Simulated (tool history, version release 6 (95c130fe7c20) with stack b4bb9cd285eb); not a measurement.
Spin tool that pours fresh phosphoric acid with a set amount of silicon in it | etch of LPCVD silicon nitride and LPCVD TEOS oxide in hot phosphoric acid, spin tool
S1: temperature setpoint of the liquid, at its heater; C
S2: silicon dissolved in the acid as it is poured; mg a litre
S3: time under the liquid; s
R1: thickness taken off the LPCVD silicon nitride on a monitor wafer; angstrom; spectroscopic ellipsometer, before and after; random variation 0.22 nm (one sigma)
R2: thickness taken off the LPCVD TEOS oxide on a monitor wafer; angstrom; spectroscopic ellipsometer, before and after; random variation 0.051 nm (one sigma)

| run | hour | S1 | S2 | S3 | R1 | R2 |
|---|---|---|---|---|---|---|
| 1 | 0 | 163 | 18 | 180 | 188.97 | 7.5678 |
| 2 | 4.4 | 164.5 | 18 | 180 | 199.77 | 9.0007 |
| 3 | 5.5 | 164.5 | 18 | 235 | 257.34 | 10.802 |
| 4 | 7.6 | 165 | 18.5 | 240 | 275.54 | 11.555 |
|  | 8.8 | thermometer replaced |
| 5 | 8.8 | 165 | 18.5 | 210 | 221.7 | 8.1592 |
| 6 | 13.9 | 165 | 18.5 | 180 | 188.64 | 6.9807 |

Forecast run 7:
| 7 | 22.6 | 165 | 18.5 | 195 | ? | ? |

Run 7 gave R1 204.46 angstrom, R2 7.776 angstrom.
